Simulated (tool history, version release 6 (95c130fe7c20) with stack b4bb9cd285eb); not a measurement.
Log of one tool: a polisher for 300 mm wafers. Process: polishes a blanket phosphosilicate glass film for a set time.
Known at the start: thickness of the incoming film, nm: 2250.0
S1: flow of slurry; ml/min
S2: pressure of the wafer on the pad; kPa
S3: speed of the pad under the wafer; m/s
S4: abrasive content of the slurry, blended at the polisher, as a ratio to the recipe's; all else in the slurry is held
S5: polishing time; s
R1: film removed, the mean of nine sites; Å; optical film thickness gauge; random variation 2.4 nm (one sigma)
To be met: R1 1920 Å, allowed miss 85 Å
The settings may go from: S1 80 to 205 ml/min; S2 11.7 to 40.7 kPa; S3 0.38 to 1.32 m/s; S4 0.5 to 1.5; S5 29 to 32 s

run 1 hour=0 | S1=135 S2=26.2 S3=0.84 S4=1 S5=32 | R1=1755.6
run 2 hour=4.7 | S1=135 S2=24.1 S3=0.84 S4=1 S5=32 | R1=1691.9
run 3 hour=11.6 | S1=135 S2=18.6 S3=0.84 S4=1 S5=32 | R1=1531.6
run 4 hour=17.1 | S1=135 S2=18.6 S3=0.84 S4=0.85 S5=32 | R1=1320
run 5 hour=21.9 | S1=135 S2=21.4 S3=0.86 S4=0.85 S5=32 | R1=1399.5
run 6 hour=22.7 | S1=135 S2=17.9 S3=0.86 S4=0.85 S5=32 | R1=1321.8
run 7 hour=29.5 | S1=135 S2=21.4 S3=0.88 S4=0.85 S5=32 | R1=1418.2
run 8 hour=31.1 | S1=145 S2=28.3 S3=0.96 S4=0.85 S5=32 | R1=1745.3
run 9 hour=32.5 | S1=145 S2=28.3 S3=0.96 S4=0.85 S5=32 | R1=1735.2
run 10 hour=36.3 | S1=145 S2=29 S3=0.96 S4=0.85 S5=32 | R1=1746
run 11 hour=37.8 | S1=145 S2=29.6 S3=0.96 S4=0.85 S5=32 | R1=1791.7
run 12 hour=44.9 | S1=145 S2=30.3 S3=0.96 S4=0.85 S5=32 | R1=1762
run 13 hour=46.6 | S1=145 S2=31 S3=0.96 S4=0.85 S5=32 | R1=1801.4

4 next moves are on the table. One of them brings every result within its allowed miss. Which?
run A hour=48.3 | S1=160 S2=29 S3=1.2 S4=0.9 S5=29 | R1=?
run B hour=48.3 | S1=115 S2=32.4 S3=1.06 S4=0.8 S5=30 | R1=?
run C hour=48.3 | S1=130 S2=35.9 S3=1.2 S4=0.85 S5=31 | R1=?
run D hour=48.3 | S1=150 S2=31.7 S3=0.86 S4=0.85 S5=31 | R1=?

move=A R1=1926.2
move=B R1=1676.8
move=C R1=2097.9
move=D R1=1710.8
A: meets every target
B: further off than the last run
C: takes the result that was furthest off past its target
D: further off than the last run
The right move is A.
